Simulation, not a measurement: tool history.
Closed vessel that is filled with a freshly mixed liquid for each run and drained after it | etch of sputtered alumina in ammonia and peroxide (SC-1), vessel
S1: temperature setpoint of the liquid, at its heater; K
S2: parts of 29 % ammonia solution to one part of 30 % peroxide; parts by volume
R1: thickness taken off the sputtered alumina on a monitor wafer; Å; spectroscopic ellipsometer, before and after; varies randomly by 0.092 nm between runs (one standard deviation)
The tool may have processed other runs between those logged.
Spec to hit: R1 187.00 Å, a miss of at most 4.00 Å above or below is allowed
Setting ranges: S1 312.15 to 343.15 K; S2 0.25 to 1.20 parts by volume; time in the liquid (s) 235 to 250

{"run": 1, "hour": 0.0, "S1": 328.15, "S2": 0.95, "time in the liquid (s)": 235, "R1": 224.73}
{"run": 2, "hour": 5.2, "S1": 334.15, "S2": 0.95, "time in the liquid (s)": 235, "R1": 306.55}
{"run": 3, "hour": 9.0, "S1": 334.15, "S2": 0.95, "time in the liquid (s)": 250, "R1": 328.71}
{"run": 4, "hour": 14.8, "S1": 334.15, "S2": 0.95, "time in the liquid (s)": 235, "R1": 305.52}
{"run": 5, "hour": 22.3, "S1": 332.15, "S2": 0.95, "time in the liquid (s)": 235, "R1": 275.63}
{"run": 6, "hour": 24.5, "S1": 332.15, "S2": 0.95, "time in the liquid (s)": 250, "R1": 294.71}
{"run": 7, "hour": 31.4, "S1": 330.15, "S2": 0.95, "time in the liquid (s)": 250, "R1": 266.3}
{"run": 8, "hour": 35.8, "S1": 328.65, "S2": 0.95, "time in the liquid (s)": 250, "R1": 245.25}
{"run": 9, "hour": 43.8, "S1": 322.65, "S2": 0.95, "time in the liquid (s)": 250, "R1": 178.98}

5 next moves are on the table. One of them brings every result within its allowed miss. Which?
{"run": "A", "hour": 51.8, "S1": 323.15, "S2": 1.0, "time in the liquid (s)": 235, "R1": "?"}
{"run": "B", "hour": 51.8, "S1": 323.65, "S2": 0.75, "time in the liquid (s)": 235, "R1": "?"}
{"run": "C", "hour": 51.8, "S1": 324.65, "S2": 1.0, "time in the liquid (s)": 235, "R1": "?"}
{"run": "D", "hour": 51.8, "S1": 324.65, "S2": 0.85, "time in the liquid (s)": 250, "R1": "?"}
{"run": "E", "hour": 51.8, "S1": 321.15, "S2": 1.2, "time in the liquid (s)": 250, "R1": "?"}

move=A R1=171.92
move=B R1=171.93
move=C R1=186.62
move=D R1=195.48
move=E R1=166.60
A: its largest miss is bigger than the last run's
B: its largest miss is bigger than the last run's
C: all results land within tolerance of their targets
D: moves the result that the last run missed by most past its target, out the other side
E: its largest miss is bigger than the last run's
The right move is C.

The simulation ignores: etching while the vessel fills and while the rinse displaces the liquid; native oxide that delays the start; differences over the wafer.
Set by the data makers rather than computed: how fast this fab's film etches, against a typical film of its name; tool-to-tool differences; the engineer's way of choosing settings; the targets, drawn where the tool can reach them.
